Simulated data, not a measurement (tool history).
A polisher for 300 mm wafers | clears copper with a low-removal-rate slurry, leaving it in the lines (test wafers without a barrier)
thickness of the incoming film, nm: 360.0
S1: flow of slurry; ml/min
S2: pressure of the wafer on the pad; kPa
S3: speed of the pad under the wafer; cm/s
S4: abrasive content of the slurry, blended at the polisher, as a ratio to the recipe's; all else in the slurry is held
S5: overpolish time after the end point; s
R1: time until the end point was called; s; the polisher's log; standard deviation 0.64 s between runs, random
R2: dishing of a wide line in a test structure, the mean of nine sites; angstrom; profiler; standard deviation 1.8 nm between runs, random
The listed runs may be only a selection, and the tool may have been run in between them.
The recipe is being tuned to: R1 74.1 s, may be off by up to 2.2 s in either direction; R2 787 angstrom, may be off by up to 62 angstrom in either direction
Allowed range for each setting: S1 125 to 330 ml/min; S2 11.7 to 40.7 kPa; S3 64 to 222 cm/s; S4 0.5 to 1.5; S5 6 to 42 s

Run 1, day 0: S1 210 ml/min, S2 26.2 kPa, S3 142 cm/s, S4 1, S5 21 s. Result: R1 53.325 s, R2 813.33 angstrom.
Run 2, day 0.279: S1 205 ml/min, S2 24.1 kPa, S3 142 cm/s, S4 1, S5 23 s. Result: R1 58.233 s, R2 859.55 angstrom.
Run 3, day 0.333: S1 205 ml/min, S2 30.3 kPa, S3 142 cm/s, S4 1, S5 23 s. Result: R1 45.922 s, R2 1024.1 angstrom.
Run 4, day 0.5: S1 200 ml/min, S2 26.9 kPa, S3 142 cm/s, S4 1, S5 24 s. Result: R1 51.629 s, R2 947.88 angstrom.
Run 5, day 0.596: S1 170 ml/min, S2 26.9 kPa, S3 142 cm/s, S4 1, S5 24 s. Result: R1 53.891 s, R2 916.86 angstrom.
Run 6, day 0.883: S1 165 ml/min, S2 24.8 kPa, S3 142 cm/s, S4 1, S5 25 s. Result: R1 57.831 s, R2 871.38 angstrom.
Run 7, day 1.083: S1 160 ml/min, S2 17.9 kPa, S3 140 cm/s, S4 1, S5 30 s. Result: R1 81.571 s, R2 779.22 angstrom.
Run 8, day 1.246: S1 170 ml/min, S2 18.6 kPa, S3 140 cm/s, S4 1, S5 29 s. Result: R1 77.083 s, R2 824.85 angstrom.
Run 9, day 1.554: S1 170 ml/min, S2 18.6 kPa, S3 140 cm/s, S4 1, S5 29 s. Result: R1 77.65 s, R2 813.59 angstrom.

5 next moves are on the table. One of them brings every result within its allowed miss. Which?
Run A, day 1.862: S1 180 ml/min, S2 17.9 kPa, S3 154 cm/s, S4 0.95, S5 32 s. Result: R1 ?, R2 ?.
Run B, day 1.862: S1 140 ml/min, S2 17.9 kPa, S3 160 cm/s, S4 0.95, S5 28 s. Result: R1 ?, R2 ?.
Run C, day 1.862: S1 140 ml/min, S2 23.4 kPa, S3 120 cm/s, S4 1.1, S5 32 s. Result: R1 ?, R2 ?.
Run D, day 1.862: S1 185 ml/min, S2 18.6 kPa, S3 132 cm/s, S4 1, S5 36 s. Result: R1 ?, R2 ?.
Run E, day 1.862: S1 175 ml/min, S2 17.2 kPa, S3 144 cm/s, S4 1.1, S5 37 s. Result: R1 ?, R2 ?.

move      R1      R2
   A   72.24   886.8
   B  73.094  800.93
   C  72.091  916.03
   D  79.583  903.84
   E  77.704  925.93
A: brings the last run's worst result on target, with another outside its allowed miss
B: each result inside its tolerance
C: brings the last run's worst result on target, with another outside its allowed miss
D: further off than the last run
E: further off than the last run
B is the move that brings every result within its allowed miss.

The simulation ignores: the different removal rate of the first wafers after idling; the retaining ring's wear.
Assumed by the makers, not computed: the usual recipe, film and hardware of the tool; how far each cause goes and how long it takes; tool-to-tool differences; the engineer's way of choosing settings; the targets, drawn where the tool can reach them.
